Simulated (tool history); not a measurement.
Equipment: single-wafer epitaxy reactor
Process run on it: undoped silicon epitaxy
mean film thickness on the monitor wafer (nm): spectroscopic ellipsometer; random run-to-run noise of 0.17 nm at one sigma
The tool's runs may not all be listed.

run,hour,wafer temperature setpoint (pyrometer-controlled) (K),deposition time (s),mean film thickness on the monitor wafer (nm)
1,0.0,903.15,561,65.346
2,9.1,903.15,602,69.902
3,13.4,901.15,602,67.099
4,15.0,900.15,602,65.958
5,17.8,900.15,654,71.808
6,19.6,900.15,698,76.164
7,27.6,888.15,696,59.931

The next listed run, before its measurement:
8,34.2,887.15,696,?

For run 8 the tool returned mean film thickness on the monitor wafer (nm) 58.317.
